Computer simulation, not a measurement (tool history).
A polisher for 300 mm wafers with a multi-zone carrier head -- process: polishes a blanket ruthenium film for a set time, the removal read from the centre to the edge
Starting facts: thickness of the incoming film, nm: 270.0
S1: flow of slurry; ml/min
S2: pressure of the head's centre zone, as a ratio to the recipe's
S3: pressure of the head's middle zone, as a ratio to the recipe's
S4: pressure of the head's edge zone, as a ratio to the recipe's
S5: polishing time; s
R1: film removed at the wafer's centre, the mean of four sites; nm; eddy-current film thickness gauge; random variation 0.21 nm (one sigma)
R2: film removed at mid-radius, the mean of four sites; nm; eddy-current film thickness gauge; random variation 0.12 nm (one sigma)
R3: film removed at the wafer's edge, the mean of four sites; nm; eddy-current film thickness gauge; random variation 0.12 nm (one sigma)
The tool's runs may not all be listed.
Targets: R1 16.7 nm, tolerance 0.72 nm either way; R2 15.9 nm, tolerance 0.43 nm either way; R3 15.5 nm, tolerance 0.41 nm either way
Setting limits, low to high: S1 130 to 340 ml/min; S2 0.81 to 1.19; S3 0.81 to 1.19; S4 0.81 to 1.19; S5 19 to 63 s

run 1 hour=0 | S1=220 S2=1 S3=1 S4=1 S5=41 | R1=26.307 R2=26.599 R3=26.841
run 2 hour=0.9 | S1=215 S2=1 S3=0.98 S4=0.95 S5=35 | R1=23.15 R2=22.264 R3=22.329
run 3 hour=7.2 | S1=175 S2=1 S3=0.98 S4=0.95 S5=35 | R1=21.956 R2=21.978 R3=21.863
run 4 hour=14.5 | S1=175 S2=0.99 S3=0.97 S4=0.92 S5=31 | R1=19.282 R2=19.244 R3=19.152
run 5 hour=17.1 | S1=175 S2=0.99 S3=0.93 S4=0.92 S5=31 | R1=19.245 R2=18.493 R3=19.327
run 6 hour=24 | S1=175 S2=0.99 S3=0.93 S4=0.92 S5=24 | R1=15.148 R2=14.385 R3=14.987
run 7 hour=27.2 | S1=185 S2=1 S3=0.95 S4=0.92 S5=24 | R1=15.408 R2=14.689 R3=15.026
run 8 hour=34.3 | S1=190 S2=1.01 S3=0.97 S4=0.92 S5=24 | R1=15.356 R2=15.065 R3=15.074
run 9 hour=42 | S1=200 S2=1.03 S3=0.98 S4=0.92 S5=24 | R1=15.886 R2=15.066 R3=15.065

Exactly one of the 4 candidate moves below puts every result within its allowed miss. Which one?
run A hour=49.7 | S1=255 S2=1.11 S3=1.07 S4=1.04 S5=23 | R1=? R2=? R3=?
run B hour=49.7 | S1=175 S2=0.96 S3=1.14 S4=0.9 S5=24 | R1=? R2=? R3=?
run C hour=49.7 | S1=245 S2=1.12 S3=0.99 S4=0.88 S5=26 | R1=? R2=? R3=?
run D hour=49.7 | S1=205 S2=0.96 S3=0.88 S4=0.91 S5=26 | R1=? R2=? R3=?

move=A R1=16.831 R2=15.885 R3=15.545
move=B R1=14.6 R2=16.913 R3=14.741
move=C R1=19.114 R2=16.761 R3=16.213
move=D R1=16.06 R2=14.966 R3=16.289
A: every result within its allowed miss
B: moves the result that the last run missed by most past its target, out the other side
C: moves the result that the last run missed by most past its target, out the other side
D: moves away from the targets compared with the last run
The move that meets every target is A.
